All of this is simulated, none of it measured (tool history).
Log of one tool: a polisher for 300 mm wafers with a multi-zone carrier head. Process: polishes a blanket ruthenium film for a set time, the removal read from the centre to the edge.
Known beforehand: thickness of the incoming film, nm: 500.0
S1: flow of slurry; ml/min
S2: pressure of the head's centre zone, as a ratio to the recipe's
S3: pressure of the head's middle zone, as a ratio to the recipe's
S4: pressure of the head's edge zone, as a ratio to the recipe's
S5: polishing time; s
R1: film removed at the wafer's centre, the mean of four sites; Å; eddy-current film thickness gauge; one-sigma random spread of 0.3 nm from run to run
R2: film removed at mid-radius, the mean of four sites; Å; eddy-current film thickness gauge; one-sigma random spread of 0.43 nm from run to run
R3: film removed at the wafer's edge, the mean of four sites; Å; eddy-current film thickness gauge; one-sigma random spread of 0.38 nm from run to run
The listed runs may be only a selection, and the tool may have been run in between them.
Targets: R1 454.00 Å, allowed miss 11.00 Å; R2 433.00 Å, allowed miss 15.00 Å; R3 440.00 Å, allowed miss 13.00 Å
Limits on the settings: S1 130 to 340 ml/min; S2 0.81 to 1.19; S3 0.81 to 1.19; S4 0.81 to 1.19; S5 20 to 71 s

run,hour,S1,S2,S3,S4,S5,R1,R2,R3
1,0.0,220,1.00,1.00,1.00,45,539.96,531.74,535.07
2,2.6,220,1.00,0.92,1.00,45,539.15,498.89,539.30
3,3.2,210,0.99,0.91,0.95,44,521.65,484.62,517.57
4,5.9,210,0.99,0.98,0.95,44,523.20,506.77,505.43
5,10.8,200,0.97,0.96,0.92,43,495.92,483.55,492.41
6,17.8,195,0.97,0.95,0.90,42,480.99,463.91,471.57
7,19.6,185,0.97,0.94,0.88,42,478.79,461.94,463.57
8,23.1,185,0.97,0.94,0.88,42,486.92,458.91,469.18
9,24.9,180,0.96,0.94,0.86,42,475.08,463.23,467.91

Below are 5 possible settings for the next run. Only one of them brings all results inside the allowed miss of their targets. Which is it?
A,26.7,185,0.91,0.98,0.93,42,?,?,?
B,26.7,180,0.83,0.94,0.89,42,?,?,?
C,26.7,165,0.97,0.92,0.86,41,?,?,?
D,26.7,160,0.85,0.86,0.89,43,?,?,?
E,26.7,170,0.90,0.86,0.91,43,?,?,?

move,R1,R2,R3
A,453.03,477.02,480.88
B,422.15,458.99,470.13
C,454.36,434.12,447.65
D,430.48,428.66,475.54
E,453.32,432.65,483.73
A: misses by more than the last run did
B: misses by more than the last run did
C: every result within its allowed miss
D: misses by more than the last run did
E: misses by more than the last run did
C is the move that brings every result within its allowed miss.
